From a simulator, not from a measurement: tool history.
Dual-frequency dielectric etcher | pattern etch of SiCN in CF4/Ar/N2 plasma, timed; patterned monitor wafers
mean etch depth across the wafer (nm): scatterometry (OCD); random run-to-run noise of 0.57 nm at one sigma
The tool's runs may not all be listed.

run,hour,source power (W),bias power (W),Ar flow (sccm),CF4 flow (sccm),etch time (s),mean etch depth across the wafer (nm)
1,0,550,66,80,75,159,169.75
2,5.9,550,66,80,69,159,167.75
3,8.6,550,73,80,69,159,174.65
4,13.9,510,73,80,69,159,161.85
5,15.4,490,73,80,69,159,155.73
6,16,490,73,93,69,159,152.55
7,16.5,480,73,93,69,159,149.2

For run 8, what comes out?
8,20.9,470,73,93,69,159,?

{"run 8": {"mean etch depth across the wafer (nm)": 145.47}}
